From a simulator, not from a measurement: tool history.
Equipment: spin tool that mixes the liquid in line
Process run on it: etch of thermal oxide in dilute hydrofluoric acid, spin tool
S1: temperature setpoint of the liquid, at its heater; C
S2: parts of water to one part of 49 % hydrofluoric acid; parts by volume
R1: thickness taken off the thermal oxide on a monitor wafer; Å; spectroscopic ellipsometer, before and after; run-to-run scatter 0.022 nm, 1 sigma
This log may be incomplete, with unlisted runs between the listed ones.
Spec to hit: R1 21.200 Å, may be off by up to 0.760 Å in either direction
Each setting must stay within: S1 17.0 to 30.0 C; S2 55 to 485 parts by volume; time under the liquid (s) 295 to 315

{"run": 1, "hour": 0.0, "S1": 22.0, "S2": 270, "time under the liquid (s)": 295, "R1": 40.937}
{"run": 2, "hour": 4.5, "S1": 22.0, "S2": 345, "time under the liquid (s)": 295, "R1": 30.214}
{"run": 3, "hour": 7.5, "S1": 22.0, "S2": 345, "time under the liquid (s)": 315, "R1": 31.823}
{"run": 4, "hour": 12.0, "S1": 23.5, "S2": 345, "time under the liquid (s)": 315, "R1": 34.042}
{"run": 5, "hour": 20.7, "S1": 23.5, "S2": 345, "time under the liquid (s)": 295, "R1": 31.412}
{"run": 6, "hour": 22.3, "S1": 23.5, "S2": 345, "time under the liquid (s)": 315, "R1": 33.2}
{"run": 7, "hour": 23.0, "S1": 23.0, "S2": 360, "time under the liquid (s)": 315, "R1": 31.155}
{"run": 8, "hour": 27.1, "S1": 22.0, "S2": 370, "time under the liquid (s)": 315, "R1": 29.371}
{"run": 9, "hour": 31.0, "S1": 21.5, "S2": 380, "time under the liquid (s)": 315, "R1": 27.708}
{"run": 10, "hour": 38.9, "S1": 21.0, "S2": 385, "time under the liquid (s)": 315, "R1": 27.199}

Below are 4 possible settings for the next run. Only one of them brings all results inside the allowed miss of their targets. Which is it?
{"run": "A", "hour": 46.8, "S1": 20.0, "S2": 445, "time under the liquid (s)": 310, "R1": "?"}
{"run": "B", "hour": 46.8, "S1": 20.5, "S2": 460, "time under the liquid (s)": 295, "R1": "?"}
{"run": "C", "hour": 46.8, "S1": 18.0, "S2": 435, "time under the liquid (s)": 305, "R1": "?"}
{"run": "D", "hour": 46.8, "S1": 17.0, "S2": 435, "time under the liquid (s)": 315, "R1": "?"}

move=A R1=20.960
move=B R1=19.389
move=C R1=19.845
move=D R1=19.784
A: all results land within tolerance of their targets
B: moves the result that the last run missed by most past its target, out the other side
C: moves the result that the last run missed by most past its target, out the other side
D: moves the result that the last run missed by most past its target, out the other side
Correct choice: A, which meets every target

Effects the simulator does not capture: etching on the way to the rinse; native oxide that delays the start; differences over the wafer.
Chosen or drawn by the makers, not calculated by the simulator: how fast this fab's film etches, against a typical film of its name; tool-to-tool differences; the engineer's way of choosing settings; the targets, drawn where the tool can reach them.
